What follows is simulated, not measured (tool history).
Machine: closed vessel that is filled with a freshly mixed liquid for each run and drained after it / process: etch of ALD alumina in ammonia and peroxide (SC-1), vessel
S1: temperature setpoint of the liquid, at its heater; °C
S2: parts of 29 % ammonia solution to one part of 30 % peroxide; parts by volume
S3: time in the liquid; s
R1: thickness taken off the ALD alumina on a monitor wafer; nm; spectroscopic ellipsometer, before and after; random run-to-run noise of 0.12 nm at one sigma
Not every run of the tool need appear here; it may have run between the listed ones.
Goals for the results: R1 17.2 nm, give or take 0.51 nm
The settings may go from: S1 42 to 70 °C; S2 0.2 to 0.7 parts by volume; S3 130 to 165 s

| run | hour | S1 | S2 | S3 | R1 |
|---|---|---|---|---|---|
| 1 | 0 | 58 | 0.4 | 165 | 11.437 |
| 2 | 2.6 | 60.5 | 0.4 | 165 | 12.88 |
| 3 | 9.9 | 62.5 | 0.4 | 165 | 14.352 |
| 4 | 14.2 | 62.5 | 0.4 | 165 | 14.267 |
| 5 | 20.2 | 62.5 | 0.4 | 165 | 14.378 |
| 6 | 25.8 | 62.5 | 0.4 | 165 | 14.212 |
| 7 | 26.9 | 64 | 0.4 | 165 | 15.267 |
| 8 | 33.5 | 67 | 0.4 | 165 | 18.063 |

Which single option among these 4 for the next run brings every result within its allowed miss of target? Just one does.
| A | 40.1 | 68.5 | 0.4 | 165 | ? |
| B | 40.1 | 67.5 | 0.4 | 155 | ? |
| C | 40.1 | 69.5 | 0.3 | 165 | ? |
| D | 40.1 | 64.5 | 0.45 | 165 | ? |

| move | R1 |
|---|---|
| A | 19.222 |
| B | 17.199 |
| C | 19.633 |
| D | 15.967 |
A: further off than the last run
B: every result within its allowed miss
C: further off than the last run
D: the result that was furthest off in the last run now lies on the other side of its target
B is the move that brings every result within its allowed miss.
